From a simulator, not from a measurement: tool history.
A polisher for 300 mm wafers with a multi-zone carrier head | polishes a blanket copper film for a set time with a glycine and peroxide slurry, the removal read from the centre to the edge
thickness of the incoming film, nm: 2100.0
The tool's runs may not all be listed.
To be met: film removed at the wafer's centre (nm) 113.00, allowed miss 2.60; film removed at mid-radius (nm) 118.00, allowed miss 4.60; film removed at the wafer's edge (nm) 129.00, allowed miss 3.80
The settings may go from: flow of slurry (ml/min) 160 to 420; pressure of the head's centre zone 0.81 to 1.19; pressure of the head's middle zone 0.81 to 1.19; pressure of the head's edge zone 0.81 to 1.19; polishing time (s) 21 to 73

| run | day | flow of slurry (ml/min) | pressure of the head's centre zone | pressure of the head's middle zone | pressure of the head's edge zone | polishing time (s) | film removed at the wafer's centre (nm) | film removed at mid-radius (nm) | film removed at the wafer's edge (nm) |
|---|---|---|---|---|---|---|---|---|---|
| 1 | 0.000 | 270 | 1.00 | 1.00 | 1.00 | 47 | 149.65 | 143.98 | 146.06 |
| 2 | 0.271 | 265 | 0.98 | 0.98 | 0.99 | 47 | 145.78 | 141.77 | 143.84 |
| 3 | 0.400 | 265 | 1.04 | 0.98 | 0.99 | 47 | 155.02 | 143.18 | 145.22 |
| 4 | 0.571 | 260 | 1.01 | 0.97 | 0.99 | 47 | 150.28 | 137.26 | 145.39 |
| 5 | 0.796 | 260 | 1.07 | 0.97 | 0.99 | 47 | 159.18 | 141.12 | 142.90 |
| 6 | 1.033 | 195 | 1.07 | 0.97 | 0.99 | 47 | 153.21 | 136.55 | 140.89 |
| 7 | 1.167 | 190 | 1.04 | 0.96 | 0.98 | 47 | 148.41 | 131.85 | 138.49 |
| 8 | 1.442 | 185 | 1.01 | 0.96 | 0.98 | 47 | 142.63 | 133.71 | 137.57 |
| 9 | 1.662 | 185 | 0.99 | 0.95 | 0.98 | 47 | 138.77 | 131.17 | 139.77 |
| 10 | 1.712 | 185 | 0.97 | 0.94 | 0.97 | 47 | 136.82 | 133.33 | 136.17 |
| 11 | 1.912 | 165 | 0.87 | 0.84 | 1.07 | 43 | 109.68 | 109.45 | 131.73 |
| 12 | 2.038 | 170 | 0.87 | 0.85 | 1.06 | 43 | 109.59 | 112.21 | 128.88 |

4 next moves are on the table. One of them brings every result within its allowed miss. Which?
| A | 2.162 | 220 | 0.92 | 0.81 | 1.10 | 40 | ? | ? | ? |
| B | 2.162 | 165 | 0.82 | 0.86 | 1.10 | 43 | ? | ? | ? |
| C | 2.162 | 170 | 0.87 | 0.89 | 0.97 | 44 | ? | ? | ? |
| D | 2.162 | 305 | 0.81 | 0.81 | 1.11 | 39 | ? | ? | ? |

| move | film removed at the wafer's centre (nm) | film removed at mid-radius (nm) | film removed at the wafer's edge (nm) |
|---|---|---|---|
| A | 113.89 | 105.54 | 127.69 |
| B | 103.62 | 112.68 | 132.66 |
| C | 113.26 | 118.51 | 128.07 |
| D | 101.85 | 106.93 | 128.70 |
A: brings the result that was furthest off to its target, and leaves another outside
B: further off than the last run
C: meets every target
D: further off than the last run
The right move is C.

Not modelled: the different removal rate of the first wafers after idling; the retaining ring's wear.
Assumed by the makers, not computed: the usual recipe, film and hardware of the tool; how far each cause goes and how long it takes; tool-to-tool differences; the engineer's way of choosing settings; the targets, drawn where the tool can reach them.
